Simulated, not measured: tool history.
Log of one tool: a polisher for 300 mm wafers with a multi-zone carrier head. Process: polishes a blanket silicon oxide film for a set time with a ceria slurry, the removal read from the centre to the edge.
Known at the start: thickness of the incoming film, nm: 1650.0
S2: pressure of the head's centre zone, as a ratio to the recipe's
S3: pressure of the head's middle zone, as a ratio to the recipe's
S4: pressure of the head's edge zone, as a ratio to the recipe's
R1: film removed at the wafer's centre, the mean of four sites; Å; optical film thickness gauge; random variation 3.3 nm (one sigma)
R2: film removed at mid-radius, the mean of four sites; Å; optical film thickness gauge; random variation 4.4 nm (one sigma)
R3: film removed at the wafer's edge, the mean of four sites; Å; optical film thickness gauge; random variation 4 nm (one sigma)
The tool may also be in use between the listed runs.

Run 1, hour 0.0: flow of slurry (ml/min) 265, S2 1.00, S3 1.00, S4 1.00, polishing time (s) 45. Result: R1 2729.3 Å, R2 2744.8 Å, R3 2735.5 Å.
Run 2, hour 3.0: flow of slurry (ml/min) 275, S2 1.04, S3 1.01, S4 1.01, polishing time (s) 46. Result: R1 2912.2 Å, R2 2867.6 Å, R3 2752.4 Å.
Run 3, hour 3.8: flow of slurry (ml/min) 275, S2 1.08, S3 1.01, S4 1.01, polishing time (s) 46. Result: R1 3004.4 Å, R2 2787.0 Å, R3 2764.6 Å.
Run 4, hour 8.1: flow of slurry (ml/min) 275, S2 1.03, S3 1.01, S4 1.01, polishing time (s) 46. Result: R1 2895.9 Å, R2 2921.3 Å, R3 2764.4 Å.
Run 5, hour 15.3: flow of slurry (ml/min) 275, S2 1.03, S3 1.01, S4 1.01, polishing time (s) 56. Result: R1 3456.6 Å, R2 3517.3 Å, R3 3345.4 Å.
Run 6, hour 18.5: flow of slurry (ml/min) 275, S2 1.03, S3 1.09, S4 1.01, polishing time (s) 56. Result: R1 3521.6 Å, R2 3623.8 Å, R3 3487.2 Å.
Run 7, hour 23.8: flow of slurry (ml/min) 265, S2 1.06, S3 1.06, S4 1.00, polishing time (s) 55. Result: R1 3481.4 Å, R2 3510.0 Å, R3 3273.2 Å.

The next listed run, before its measurement:
Run 8, hour 25.6: flow of slurry (ml/min) 265, S2 1.08, S3 1.03, S4 1.01, polishing time (s) 54. Result: R1 ?, R2 ?, R3 ?.

R1: 3552.4 Å
R2: 3408.2 Å
R3: 3288.7 Å
